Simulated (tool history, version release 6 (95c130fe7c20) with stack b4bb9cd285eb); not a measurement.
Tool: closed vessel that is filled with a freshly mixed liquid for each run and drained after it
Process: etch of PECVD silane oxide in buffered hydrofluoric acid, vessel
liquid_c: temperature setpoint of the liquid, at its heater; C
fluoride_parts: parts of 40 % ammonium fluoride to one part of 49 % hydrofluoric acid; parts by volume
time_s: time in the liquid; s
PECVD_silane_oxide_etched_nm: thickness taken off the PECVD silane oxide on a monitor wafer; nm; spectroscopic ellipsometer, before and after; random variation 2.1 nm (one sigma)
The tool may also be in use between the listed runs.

run,day,liquid_c,fluoride_parts,time_s,PECVD_silane_oxide_etched_nm
1,0.000,22.0,16.0,100,190.40
2,0.358,24.5,16.0,100,221.47
3,0.617,26.0,15.5,100,244.37
4,0.796,26.0,15.5,100,247.71
5,0.912,26.0,15.5,100,244.61
6,1.038,29.5,15.5,100,298.44
7,1.088,29.5,15.0,100,305.83

Forecast run 8:
8,1.400,29.5,14.5,100,?

{"run 8": {"PECVD_silane_oxide_etched_nm": 319.15}}

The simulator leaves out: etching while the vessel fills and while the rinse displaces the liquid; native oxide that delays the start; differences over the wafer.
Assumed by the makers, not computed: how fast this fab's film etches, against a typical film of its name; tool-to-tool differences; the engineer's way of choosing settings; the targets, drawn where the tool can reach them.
